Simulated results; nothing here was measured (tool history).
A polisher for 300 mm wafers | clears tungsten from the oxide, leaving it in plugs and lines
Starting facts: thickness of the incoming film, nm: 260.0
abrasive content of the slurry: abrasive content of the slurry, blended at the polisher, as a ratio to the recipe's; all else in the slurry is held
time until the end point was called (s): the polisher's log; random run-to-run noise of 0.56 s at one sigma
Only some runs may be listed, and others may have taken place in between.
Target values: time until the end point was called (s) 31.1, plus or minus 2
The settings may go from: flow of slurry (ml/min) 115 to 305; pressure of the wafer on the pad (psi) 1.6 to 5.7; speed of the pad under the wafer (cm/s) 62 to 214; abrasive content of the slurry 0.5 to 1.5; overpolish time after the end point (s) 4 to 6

run,day,flow of slurry (ml/min),pressure of the wafer on the pad (psi),speed of the pad under the wafer (cm/s),abrasive content of the slurry,overpolish time after the end point (s),time until the end point was called (s)
1,0,195,3.6,138,1,6,45.684
2,0.258,195,3.7,138,1,6,45.089
3,0.442,195,3.8,138,1,6,44.608
4,0.779,195,3.9,138,1,6,43.395
5,0.992,195,3.9,138,0.9,6,44.44
6,1.062,195,3.4,138,0.9,6,49.624
7,1.088,195,3.6,140,0.9,6,47.847
8,1.208,195,3.8,142,0.9,6,44.587
9,1.438,195,3.9,142,0.9,6,42.552
10,1.467,195,4,142,0.9,6,41.666
11,1.592,195,4.1,142,0.9,6,41.548
12,1.712,195,4.2,142,0.9,6,40.423
13,1.929,195,4.3,142,0.9,6,40.495
14,2.146,195,4.4,142,0.9,6,38.89

5 next moves are on the table. One of them brings every result within its allowed miss. Which?
A,2.362,210,4.6,194,1,6,?
B,2.362,200,3.9,166,0.75,6,?
C,2.362,235,4.5,196,1.15,4,?
D,2.362,180,4.8,144,0.9,5,?
E,2.362,175,4.8,164,0.95,4,?

move,time until the end point was called (s)
A,27.573
B,39.635
C,26.569
D,37.152
E,32.448
A: pushes the last run's worst result past its target
B: moves away from the targets compared with the last run
C: pushes the last run's worst result past its target
D: nearer the targets than the last run, but a result is still out of spec
E: hits every target within its allowed miss
The move that meets every target is E.

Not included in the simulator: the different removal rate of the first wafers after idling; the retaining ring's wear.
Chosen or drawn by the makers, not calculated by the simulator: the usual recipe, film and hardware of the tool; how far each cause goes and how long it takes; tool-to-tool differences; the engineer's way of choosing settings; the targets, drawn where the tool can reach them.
